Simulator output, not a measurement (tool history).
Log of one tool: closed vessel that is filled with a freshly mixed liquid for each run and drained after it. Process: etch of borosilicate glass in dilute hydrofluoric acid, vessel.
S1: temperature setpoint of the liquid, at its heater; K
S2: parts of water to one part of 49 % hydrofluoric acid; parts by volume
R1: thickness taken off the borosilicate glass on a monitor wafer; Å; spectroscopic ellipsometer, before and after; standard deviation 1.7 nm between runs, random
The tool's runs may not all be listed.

{"run": 1, "hour": 0.0, "S1": 296.15, "S2": 125, "time in the liquid (s)": 405, "R1": 735.28}
{"run": 2, "hour": 6.8, "S1": 297.65, "S2": 125, "time in the liquid (s)": 405, "R1": 779.78}
{"run": 3, "hour": 9.4, "S1": 300.65, "S2": 125, "time in the liquid (s)": 405, "R1": 873.25}
{"run": 4, "hour": 11.8, "S1": 300.65, "S2": 125, "time in the liquid (s)": 405, "R1": 863.05}
{"run": 5, "hour": 19.7, "S1": 300.65, "S2": 125, "time in the liquid (s)": 435, "R1": 927.24}
{"run": 6, "hour": 23.1, "S1": 300.65, "S2": 140, "time in the liquid (s)": 435, "R1": 824.6}
{"run": 7, "hour": 27.6, "S1": 301.15, "S2": 125, "time in the liquid (s)": 435, "R1": 939.86}
{"run": 8, "hour": 31.0, "S1": 301.65, "S2": 110, "time in the liquid (s)": 435, "R1": 1113.4}
{"run": 9, "hour": 38.7, "S1": 302.15, "S2": 100, "time in the liquid (s)": 435, "R1": 1277.1}

Run 10, settings as shown, results not yet in. Your forecast:
{"run": 10, "hour": 40.3, "S1": 302.65, "S2": 90, "time in the liquid (s)": 435, "R1": "?"}

R1: 1494.6 Å
